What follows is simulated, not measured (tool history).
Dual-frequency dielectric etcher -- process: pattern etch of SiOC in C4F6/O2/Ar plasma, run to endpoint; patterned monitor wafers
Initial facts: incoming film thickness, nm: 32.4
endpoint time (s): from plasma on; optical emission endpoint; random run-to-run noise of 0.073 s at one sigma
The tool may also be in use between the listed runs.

run 1 hour=0 | bias_power_(kW)=0.353 source_power_(kW)=0.47 | endpoint_time_(s)=11.017
run 2 hour=5.2 | bias_power_(kW)=0.328 source_power_(kW)=0.45 | endpoint_time_(s)=11.434
run 3 hour=9.2 | bias_power_(kW)=0.369 source_power_(kW)=0.45 | endpoint_time_(s)=11.036
run 4 hour=10.4 | bias_power_(kW)=0.369 source_power_(kW)=0.5 | endpoint_time_(s)=10.7
run 5 hour=10.9 | bias_power_(kW)=0.414 source_power_(kW)=0.5 | endpoint_time_(s)=10.155
run 6 hour=12.6 | bias_power_(kW)=0.44 source_power_(kW)=0.5 | endpoint_time_(s)=10.048
run 7 hour=21.2 | bias_power_(kW)=0.403 source_power_(kW)=0.46 | endpoint_time_(s)=10.613
run 8 hour=25 | bias_power_(kW)=0.37 source_power_(kW)=0.43 | endpoint_time_(s)=11.283
run 9 hour=32 | bias_power_(kW)=0.345 source_power_(kW)=0.41 | endpoint_time_(s)=11.666

What will run 10 give?
run 10 hour=32.9 | bias_power_(kW)=0.324 source_power_(kW)=0.39 | endpoint_time_(s)=?

{"run 10": {"endpoint time (s)": 12.152}}

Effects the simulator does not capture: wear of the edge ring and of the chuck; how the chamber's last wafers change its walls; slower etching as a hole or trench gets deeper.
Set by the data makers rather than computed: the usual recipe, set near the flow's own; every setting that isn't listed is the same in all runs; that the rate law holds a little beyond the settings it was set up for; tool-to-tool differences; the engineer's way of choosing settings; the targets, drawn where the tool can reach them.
